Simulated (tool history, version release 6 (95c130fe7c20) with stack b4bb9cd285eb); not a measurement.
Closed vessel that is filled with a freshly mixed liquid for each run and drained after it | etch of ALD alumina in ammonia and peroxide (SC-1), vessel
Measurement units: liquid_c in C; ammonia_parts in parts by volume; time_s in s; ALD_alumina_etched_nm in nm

{"run": 1, "day": 0.0, "liquid_c": 63, "ammonia_parts": 0.9, "time_s": 395, "ALD_alumina_etched_nm": 27.087}
{"run": 2, "day": 0.171, "liquid_c": 57.5, "ammonia_parts": 0.9, "time_s": 395, "ALD_alumina_etched_nm": 20.409}
{"run": 3, "day": 0.392, "liquid_c": 57.5, "ammonia_parts": 0.9, "time_s": 425, "ALD_alumina_etched_nm": 22.166}
{"run": 4, "day": 0.667, "liquid_c": 50.5, "ammonia_parts": 0.9, "time_s": 425, "ALD_alumina_etched_nm": 15.083}
{"run": 5, "day": 0.871, "liquid_c": 50.5, "ammonia_parts": 0.9, "time_s": 395, "ALD_alumina_etched_nm": 13.863}
{"run": 6, "day": 1.179, "liquid_c": 56.5, "ammonia_parts": 0.9, "time_s": 395, "ALD_alumina_etched_nm": 19.463}
{"run": 7, "day": 1.367, "liquid_c": 60.5, "ammonia_parts": 0.9, "time_s": 395, "ALD_alumina_etched_nm": 24.022}

Expected results for the next run?
{"run": 8, "day": 1.629, "liquid_c": 63, "ammonia_parts": 0.9, "time_s": 395, "ALD_alumina_etched_nm": "?"}

{"run 8": {"ALD_alumina_etched_nm": 26.947}}
